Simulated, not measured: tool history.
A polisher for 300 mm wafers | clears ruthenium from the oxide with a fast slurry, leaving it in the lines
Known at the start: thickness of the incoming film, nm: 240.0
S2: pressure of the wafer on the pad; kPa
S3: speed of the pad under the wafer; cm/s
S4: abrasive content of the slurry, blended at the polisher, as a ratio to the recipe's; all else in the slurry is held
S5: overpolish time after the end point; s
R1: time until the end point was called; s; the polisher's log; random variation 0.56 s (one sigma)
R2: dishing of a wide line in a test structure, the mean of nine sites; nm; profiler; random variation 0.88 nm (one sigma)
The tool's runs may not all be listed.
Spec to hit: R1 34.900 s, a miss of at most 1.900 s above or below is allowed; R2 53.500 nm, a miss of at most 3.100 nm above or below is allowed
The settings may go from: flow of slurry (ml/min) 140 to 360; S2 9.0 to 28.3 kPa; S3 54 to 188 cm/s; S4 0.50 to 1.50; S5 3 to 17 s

{"run": 1, "hour": 0.0, "flow of slurry (ml/min)": 230, "S2": 18.6, "S3": 120, "S4": 1.0, "S5": 9, "R1": 45.283, "R2": 38.241}
{"run": 2, "hour": 3.7, "flow of slurry (ml/min)": 230, "S2": 18.6, "S3": 130, "S4": 1.0, "S5": 9, "R1": 40.555, "R2": 41.229}
{"run": 3, "hour": 11.6, "flow of slurry (ml/min)": 230, "S2": 14.5, "S3": 130, "S4": 1.0, "S5": 9, "R1": 53.104, "R2": 31.758}
{"run": 4, "hour": 12.7, "flow of slurry (ml/min)": 230, "S2": 14.5, "S3": 104, "S4": 1.0, "S5": 9, "R1": 65.454, "R2": 27.123}
{"run": 5, "hour": 13.3, "flow of slurry (ml/min)": 230, "S2": 11.7, "S3": 104, "S4": 1.0, "S5": 9, "R1": 81.064, "R2": 22.318}
{"run": 6, "hour": 14.4, "flow of slurry (ml/min)": 230, "S2": 14.5, "S3": 104, "S4": 1.0, "S5": 9, "R1": 66.878, "R2": 26.514}
{"run": 7, "hour": 20.6, "flow of slurry (ml/min)": 230, "S2": 17.2, "S3": 104, "S4": 1.0, "S5": 9, "R1": 57.636, "R2": 31.678}
{"run": 8, "hour": 29.5, "flow of slurry (ml/min)": 230, "S2": 22.1, "S3": 108, "S4": 1.0, "S5": 9, "R1": 42.477, "R2": 39.965}
{"run": 9, "hour": 36.7, "flow of slurry (ml/min)": 230, "S2": 22.8, "S3": 108, "S4": 1.0, "S5": 9, "R1": 40.815, "R2": 42.142}

Next run, 4 choices. One meets every target within its allowed miss, the rest don't. Which?
{"run": "A", "hour": 43.9, "flow of slurry (ml/min)": 180, "S2": 24.8, "S3": 104, "S4": 1.1, "S5": 13, "R1": "?", "R2": "?"}
{"run": "B", "hour": 43.9, "flow of slurry (ml/min)": 195, "S2": 20.7, "S3": 102, "S4": 0.95, "S5": 10, "R1": "?", "R2": "?"}
{"run": "C", "hour": 43.9, "flow of slurry (ml/min)": 200, "S2": 23.4, "S3": 118, "S4": 0.95, "S5": 9, "R1": "?", "R2": "?"}
{"run": "D", "hour": 43.9, "flow of slurry (ml/min)": 275, "S2": 23.4, "S3": 104, "S4": 1.35, "S5": 10, "R1": "?", "R2": "?"}

move=A R1=37.901 R2=61.144
move=B R1=49.010 R2=38.382
move=C R1=37.549 R2=44.466
move=D R1=34.809 R2=52.321
A: takes the result that was furthest off past its target
B: its largest miss is bigger than the last run's
C: gains on the last run, yet a result remains outside its allowed miss
D: meets every target
Correct choice: D, which meets every target

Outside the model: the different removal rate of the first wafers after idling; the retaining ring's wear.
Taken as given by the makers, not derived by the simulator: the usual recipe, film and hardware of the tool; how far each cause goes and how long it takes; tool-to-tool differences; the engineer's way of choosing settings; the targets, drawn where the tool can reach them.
